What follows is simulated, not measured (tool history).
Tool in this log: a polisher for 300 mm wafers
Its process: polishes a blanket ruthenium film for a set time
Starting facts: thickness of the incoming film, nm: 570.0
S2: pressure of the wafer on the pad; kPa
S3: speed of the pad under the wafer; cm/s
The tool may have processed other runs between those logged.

{"run": 1, "hour": 0.0, "flow of slurry (ml/min)": 280, "S2": 13.1, "S3": 110, "polishing time (s)": 63, "film removed (Å)": 658.15}
{"run": 2, "hour": 4.3, "flow of slurry (ml/min)": 280, "S2": 10.3, "S3": 110, "polishing time (s)": 63, "film removed (Å)": 524.72}
{"run": 3, "hour": 9.3, "flow of slurry (ml/min)": 285, "S2": 11.0, "S3": 110, "polishing time (s)": 63, "film removed (Å)": 562.56}
{"run": 4, "hour": 14.8, "flow of slurry (ml/min)": 235, "S2": 11.0, "S3": 110, "polishing time (s)": 63, "film removed (Å)": 545.91}
{"run": 5, "hour": 18.3, "flow of slurry (ml/min)": 245, "S2": 11.7, "S3": 110, "polishing time (s)": 63, "film removed (Å)": 589.72}
{"run": 6, "hour": 21.3, "flow of slurry (ml/min)": 245, "S2": 11.7, "S3": 130, "polishing time (s)": 63, "film removed (Å)": 688.57}

What will run 7 give?
{"run": 7, "hour": 23.9, "flow of slurry (ml/min)": 250, "S2": 11.7, "S3": 130, "polishing time (s)": 63, "film removed (Å)": "?"}

{"run 7": {"film removed (Å)": 697.69}}

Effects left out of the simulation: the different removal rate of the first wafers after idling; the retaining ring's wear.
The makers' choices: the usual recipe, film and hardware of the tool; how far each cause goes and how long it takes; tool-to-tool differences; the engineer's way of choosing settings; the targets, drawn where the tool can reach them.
